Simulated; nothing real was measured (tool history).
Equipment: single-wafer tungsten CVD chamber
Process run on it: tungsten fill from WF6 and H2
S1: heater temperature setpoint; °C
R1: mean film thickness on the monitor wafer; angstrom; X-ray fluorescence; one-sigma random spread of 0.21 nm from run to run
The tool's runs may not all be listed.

run 1 hour=0.0 | S1=370 chamber_pressure_(Torr)=42.2 deposition_time_(s)=34.2 | R1=623.33
run 2 hour=3.1 | S1=368 chamber_pressure_(Torr)=42.1 deposition_time_(s)=34.2 | R1=597.88
run 3 hour=7.8 | S1=366 chamber_pressure_(Torr)=42.0 deposition_time_(s)=34.2 | R1=573.99
run 4 hour=16.3 | S1=365 chamber_pressure_(Torr)=41.9 deposition_time_(s)=34.2 | R1=560.59
run 5 hour=18.7 | S1=371 chamber_pressure_(Torr)=41.9 deposition_time_(s)=34.2 | R1=626.95
run 6 hour=25.8 | S1=371 chamber_pressure_(Torr)=38.3 deposition_time_(s)=34.2 | R1=597.09
run 7 hour=29.0 | S1=369 chamber_pressure_(Torr)=38.2 deposition_time_(s)=34.2 | R1=583.90
run 8 hour=33.4 | S1=367 chamber_pressure_(Torr)=38.1 deposition_time_(s)=34.2 | R1=558.50
run 9 hour=34.3 | S1=366 chamber_pressure_(Torr)=38.0 deposition_time_(s)=34.2 | R1=548.61
run 10 hour=41.8 | S1=365 chamber_pressure_(Torr)=37.9 deposition_time_(s)=34.2 | R1=532.69
run 11 hour=47.3 | S1=365 chamber_pressure_(Torr)=37.9 deposition_time_(s)=34.2 | R1=533.54
run 12 hour=53.0 | S1=364 chamber_pressure_(Torr)=37.8 deposition_time_(s)=34.2 | R1=520.45
run 13 hour=59.5 | S1=363 chamber_pressure_(Torr)=37.8 deposition_time_(s)=34.2 | R1=512.95
run 14 hour=65.7 | S1=362 chamber_pressure_(Torr)=37.8 deposition_time_(s)=34.2 | R1=506.00

Predict the results of run 15:
run 15 hour=70.9 | S1=361 chamber_pressure_(Torr)=37.8 deposition_time_(s)=34.2 | R1=?

R1: 496.07 angstrom
